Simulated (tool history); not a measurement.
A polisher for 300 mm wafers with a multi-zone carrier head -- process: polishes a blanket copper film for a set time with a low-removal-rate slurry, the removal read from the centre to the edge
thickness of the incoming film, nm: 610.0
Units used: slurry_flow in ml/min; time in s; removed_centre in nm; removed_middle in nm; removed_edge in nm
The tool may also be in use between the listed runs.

Run 1, hour 0.0: slurry_flow 180 ml/min, centre_zone 1.00, middle_zone 1.00, edge_zone 1.00, slurry_solids 1.00, time 76 s. Result: removed_centre 133.41 nm, removed_middle 131.25 nm, removed_edge 128.42 nm.
Run 2, hour 3.9: slurry_flow 190 ml/min, centre_zone 1.02, middle_zone 1.02, edge_zone 1.02, slurry_solids 1.10, time 77 s. Result: removed_centre 144.27 nm, removed_middle 139.94 nm, removed_edge 136.81 nm.
Run 3, hour 10.7: slurry_flow 190 ml/min, centre_zone 1.06, middle_zone 1.02, edge_zone 1.02, slurry_solids 1.10, time 77 s. Result: removed_centre 150.24 nm, removed_middle 142.04 nm, removed_edge 137.36 nm.
Run 4, hour 14.4: slurry_flow 190 ml/min, centre_zone 1.06, middle_zone 1.02, edge_zone 1.02, slurry_solids 1.10, time 63 s. Result: removed_centre 121.06 nm, removed_middle 115.03 nm, removed_edge 112.40 nm.
Run 5, hour 21.6: slurry_flow 200 ml/min, centre_zone 1.08, middle_zone 1.04, edge_zone 1.04, slurry_solids 1.15, time 65 s. Result: removed_centre 131.77 nm, removed_middle 123.49 nm, removed_edge 118.26 nm.
Run 6, hour 28.4: slurry_flow 200 ml/min, centre_zone 1.08, middle_zone 1.00, edge_zone 1.04, slurry_solids 1.15, time 65 s. Result: removed_centre 129.78 nm, removed_middle 118.38 nm, removed_edge 119.35 nm.
Run 7, hour 37.0: slurry_flow 205 ml/min, centre_zone 1.09, middle_zone 1.02, edge_zone 1.06, slurry_solids 1.20, time 67 s. Result: removed_centre 137.85 nm, removed_middle 127.28 nm, removed_edge 127.28 nm.
Run 8, hour 42.4: slurry_flow 215 ml/min, centre_zone 1.11, middle_zone 1.04, edge_zone 1.08, slurry_solids 1.25, time 68 s. Result: removed_centre 145.86 nm, removed_middle 132.37 nm, removed_edge 132.24 nm.
Run 9, hour 48.6: slurry_flow 220 ml/min, centre_zone 1.12, middle_zone 1.06, edge_zone 1.09, slurry_solids 1.30, time 70 s. Result: removed_centre 154.32 nm, removed_middle 142.06 nm, removed_edge 136.75 nm.
Run 10, hour 49.1: slurry_flow 225 ml/min, centre_zone 1.12, middle_zone 1.07, edge_zone 1.10, slurry_solids 1.35, time 71 s. Result: removed_centre 157.33 nm, removed_middle 143.12 nm, removed_edge 140.62 nm.

The next listed run, before its measurement:
Run 11, hour 51.6: slurry_flow 230 ml/min, centre_zone 1.12, middle_zone 1.09, edge_zone 1.11, slurry_solids 1.35, time 73 s. Result: removed_centre ?, removed_middle ?, removed_edge ?.

Run 11 measured removed_centre 162.05 nm, removed_middle 154.05 nm, removed_edge 146.92 nm.
